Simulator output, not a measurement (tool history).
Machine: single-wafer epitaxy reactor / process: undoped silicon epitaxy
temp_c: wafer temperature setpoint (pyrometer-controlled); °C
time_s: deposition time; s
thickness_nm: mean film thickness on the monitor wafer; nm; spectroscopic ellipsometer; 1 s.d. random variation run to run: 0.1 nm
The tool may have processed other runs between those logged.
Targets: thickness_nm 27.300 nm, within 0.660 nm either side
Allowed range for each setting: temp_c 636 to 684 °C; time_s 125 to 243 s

run 1 day=0.000 | temp_c=660 time_s=184 | thickness_nm=37.066
run 2 day=0.162 | temp_c=652 time_s=184 | thickness_nm=30.538
run 3 day=0.329 | temp_c=651 time_s=184 | thickness_nm=29.674
run 4 day=0.512 | temp_c=660 time_s=184 | thickness_nm=36.961
run 5 day=0.721 | temp_c=665 time_s=184 | thickness_nm=41.655
run 6 day=0.950 | temp_c=661 time_s=184 | thickness_nm=38.021
run 7 day=1.271 | temp_c=658 time_s=184 | thickness_nm=35.413
run 8 day=1.342 | temp_c=655 time_s=184 | thickness_nm=32.869
run 9 day=1.683 | temp_c=655 time_s=184 | thickness_nm=32.630
run 10 day=1.804 | temp_c=645 time_s=183 | thickness_nm=25.463
run 11 day=1.904 | temp_c=646 time_s=183 | thickness_nm=25.950

Pick the move, out of 4, that brings all results within their allowed miss; only one does.
run A day=2.004 | temp_c=644 time_s=201 | thickness_nm=?
run B day=2.004 | temp_c=638 time_s=200 | thickness_nm=?
run C day=2.004 | temp_c=646 time_s=182 | thickness_nm=?
run D day=2.004 | temp_c=645 time_s=188 | thickness_nm=?

move=A thickness_nm=27.072
move=B thickness_nm=23.119
move=C thickness_nm=25.781
move=D thickness_nm=25.969
A: meets every target
B: its largest miss is bigger than the last run's
C: its largest miss is bigger than the last run's
D: as far off as the last run
A is the move that brings every result within its allowed miss.
